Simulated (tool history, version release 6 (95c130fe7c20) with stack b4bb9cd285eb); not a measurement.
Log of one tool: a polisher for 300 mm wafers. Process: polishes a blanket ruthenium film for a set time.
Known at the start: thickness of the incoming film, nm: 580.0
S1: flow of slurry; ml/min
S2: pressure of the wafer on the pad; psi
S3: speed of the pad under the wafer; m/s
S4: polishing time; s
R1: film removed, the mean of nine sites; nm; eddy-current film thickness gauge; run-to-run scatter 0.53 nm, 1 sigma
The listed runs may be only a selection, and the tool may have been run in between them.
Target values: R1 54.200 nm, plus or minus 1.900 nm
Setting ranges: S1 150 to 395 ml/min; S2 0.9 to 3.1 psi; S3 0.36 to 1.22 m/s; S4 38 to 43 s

run	hour	S1	S2	S3	S4	R1
1	0.0	250	2.0	0.78	43	37.944
2	8.2	250	2.0	0.92	43	43.700
3	11.1	250	2.0	0.92	43	43.497
4	16.5	250	2.1	0.92	43	46.006
5	23.5	250	2.4	0.92	43	51.880
6	30.1	250	2.2	0.92	43	48.586
7	35.2	255	2.3	0.92	43	50.646
8	44.2	260	2.3	0.92	43	50.157

Which one of the following 4 next-run settings gets every result inside its allowed miss? There is exactly one.
A	53.2	295	2.3	0.90	43	?
B	53.2	275	2.3	1.04	41	?
C	53.2	260	2.3	0.94	42	?
D	53.2	270	2.3	0.94	41	?

move	R1
A	50.172
B	54.721
C	50.502
D	49.489
A: just as far off the targets as the last run
B: every result lands within tolerance
C: moves toward the targets from the last run without getting all of them in spec
D: the biggest miss grows against the last run
The right move is B.
